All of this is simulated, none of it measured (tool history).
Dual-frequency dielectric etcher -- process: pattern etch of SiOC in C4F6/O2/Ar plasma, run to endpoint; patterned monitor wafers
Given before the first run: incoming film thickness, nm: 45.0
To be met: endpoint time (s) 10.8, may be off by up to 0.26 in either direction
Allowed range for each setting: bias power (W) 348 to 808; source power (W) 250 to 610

| run | hour | bias power (W) | source power (W) | endpoint time (s) |
|---|---|---|---|---|
| 1 | 0 | 578 | 430 | 13.232 |
| 2 | 4.8 | 622 | 430 | 13.032 |
| 3 | 10.8 | 622 | 370 | 14.05 |
| 4 | 17.7 | 663 | 410 | 12.916 |
| 5 | 25.1 | 754 | 410 | 12.482 |
| 6 | 26.3 | 808 | 410 | 12.276 |
| 7 | 33.8 | 808 | 440 | 11.705 |
| 8 | 37.5 | 808 | 460 | 11.52 |
| 9 | 41.1 | 808 | 480 | 11.165 |
| 10 | 43.3 | 808 | 480 | 11.28 |
| 11 | 45.9 | 808 | 490 | 11.176 |

Of the 5 settings listed for the next run, only one would bring every result within its allowed miss of target. Which one?
| A | 48.5 | 808 | 570 | ? |
| B | 48.5 | 808 | 580 | ? |
| C | 48.5 | 787 | 470 | ? |
| D | 48.5 | 808 | 520 | ? |
| E | 48.5 | 790 | 600 | ? |

| move | endpoint time (s) |
|---|---|
| A | 10.455 |
| B | 10.372 |
| C | 11.552 |
| D | 10.916 |
| E | 10.28 |
A: pushes the last run's worst result past its target
B: pushes the last run's worst result past its target
C: the biggest miss grows against the last run
D: each result inside its tolerance
E: pushes the last run's worst result past its target
The right move is D.
